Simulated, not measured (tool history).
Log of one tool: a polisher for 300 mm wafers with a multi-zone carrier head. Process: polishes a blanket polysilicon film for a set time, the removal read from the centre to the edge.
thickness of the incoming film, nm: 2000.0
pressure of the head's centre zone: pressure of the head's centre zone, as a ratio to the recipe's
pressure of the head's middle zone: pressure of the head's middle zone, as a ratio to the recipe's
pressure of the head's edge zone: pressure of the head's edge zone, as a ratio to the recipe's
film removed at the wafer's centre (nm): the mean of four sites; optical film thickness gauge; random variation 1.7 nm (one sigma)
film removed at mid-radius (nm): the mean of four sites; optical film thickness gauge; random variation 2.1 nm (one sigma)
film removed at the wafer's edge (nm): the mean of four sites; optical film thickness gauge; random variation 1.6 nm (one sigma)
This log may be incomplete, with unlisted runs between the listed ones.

| run | hour | flow of slurry (ml/min) | pressure of the head's centre zone | pressure of the head's middle zone | pressure of the head's edge zone | polishing time (s) | film removed at the wafer's centre (nm) | film removed at mid-radius (nm) | film removed at the wafer's edge (nm) |
|---|---|---|---|---|---|---|---|---|---|
| 1 | 0 | 230 | 1 | 1 | 1 | 31 | 282.27 | 269.52 | 278.57 |
| 2 | 2.5 | 230 | 1 | 0.92 | 1 | 31 | 288.18 | 260.72 | 279.61 |
| 3 | 3.1 | 225 | 0.97 | 0.93 | 0.96 | 28 | 246.47 | 239.1 | 245.1 |
| 4 | 10.2 | 220 | 0.96 | 0.91 | 0.93 | 26 | 228.37 | 213.25 | 218.97 |
| 5 | 11.2 | 210 | 0.93 | 0.9 | 0.9 | 25 | 210.02 | 200.76 | 212.35 |
| 6 | 17.7 | 220 | 0.92 | 0.92 | 0.88 | 23 | 190.21 | 187.84 | 192.57 |

For run 7, what comes out?
| 7 | 25.7 | 225 | 0.92 | 0.93 | 0.86 | 22 | ? | ? | ? |

{"run 7": {"film removed at the wafer's centre (nm)": 183.24, "film removed at mid-radius (nm)": 181.27, "film removed at the wafer's edge (nm)": 182.6}}
